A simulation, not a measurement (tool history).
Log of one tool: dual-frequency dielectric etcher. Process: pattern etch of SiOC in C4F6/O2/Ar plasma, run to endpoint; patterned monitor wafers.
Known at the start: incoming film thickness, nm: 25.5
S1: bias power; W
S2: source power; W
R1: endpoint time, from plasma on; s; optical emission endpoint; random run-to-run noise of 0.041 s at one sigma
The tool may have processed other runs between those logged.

| run | hour | S1 | S2 | R1 |
|---|---|---|---|---|
| 1 | 0 | 494 | 240 | 10.851 |
| 2 | 8.8 | 530 | 240 | 10.463 |
| 3 | 14.2 | 530 | 210 | 11.021 |
| 4 | 16.1 | 530 | 190 | 11.503 |
| 5 | 23.9 | 530 | 170 | 11.971 |
| 6 | 27.8 | 530 | 210 | 10.992 |
| 7 | 29.4 | 504 | 210 | 11.317 |
| 8 | 30.2 | 482 | 210 | 11.555 |

Run 9 is up next; what results do you expect?
| 9 | 36.5 | 390 | 200 | ? |

Logged for run 9: R1 13.142 s.
